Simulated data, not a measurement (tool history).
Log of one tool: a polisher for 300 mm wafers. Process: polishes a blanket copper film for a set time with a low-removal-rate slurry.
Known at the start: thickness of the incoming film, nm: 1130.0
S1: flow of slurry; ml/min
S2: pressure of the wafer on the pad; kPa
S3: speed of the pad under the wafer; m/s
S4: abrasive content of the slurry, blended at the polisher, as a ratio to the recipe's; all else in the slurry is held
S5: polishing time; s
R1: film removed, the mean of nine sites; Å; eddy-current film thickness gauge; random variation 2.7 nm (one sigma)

run 1 hour=0 | S1=145 S2=14.5 S3=0.86 S4=1 S5=100 | R1=2015.6
run 2 hour=4.5 | S1=150 S2=15.2 S3=0.86 S4=1 S5=100 | R1=2081.8
run 3 hour=9.2 | S1=150 S2=15.9 S3=0.86 S4=1 S5=100 | R1=2194.4
run 4 hour=11.9 | S1=150 S2=16.5 S3=0.86 S4=1 S5=100 | R1=2252.4
run 5 hour=18.4 | S1=150 S2=17.9 S3=0.86 S4=1 S5=100 | R1=2470.4
run 6 hour=25.5 | S1=150 S2=18.6 S3=0.86 S4=1 S5=100 | R1=2540

Forecast run 7:
run 7 hour=33.9 | S1=155 S2=19.3 S3=0.86 S4=1 S5=100 | R1=?

Run 7 gave R1 2680.4 Å.
